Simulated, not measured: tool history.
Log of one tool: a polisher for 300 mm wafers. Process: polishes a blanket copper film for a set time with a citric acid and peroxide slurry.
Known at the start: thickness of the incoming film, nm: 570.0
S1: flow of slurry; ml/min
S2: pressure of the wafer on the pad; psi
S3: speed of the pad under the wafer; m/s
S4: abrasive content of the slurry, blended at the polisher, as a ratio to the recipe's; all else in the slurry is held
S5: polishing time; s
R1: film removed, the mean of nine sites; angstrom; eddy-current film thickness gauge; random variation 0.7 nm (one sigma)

run	hour	S1	S2	S3	S4	S5	R1
1	0.0	190	3.6	1.26	1.0	30	966.38
2	2.9	190	4.1	1.26	1.0	30	1114.20
3	11.4	190	4.1	1.54	1.0	30	1290.70
4	18.1	190	3.9	1.54	1.0	30	1199.00
5	25.4	190	3.8	1.54	1.0	30	1192.10
6	30.7	225	3.8	1.54	1.0	30	1199.20
7	34.5	225	3.6	1.54	1.0	30	1137.70
8	40.2	225	3.5	1.54	1.0	30	1110.80
9	44.2	225	3.4	1.54	1.0	30	1084.50

Run 10 comes next. What will it give?
10	46.9	225	3.3	1.54	1.0	30	?

Run 10 gave R1 1054.80 angstrom.
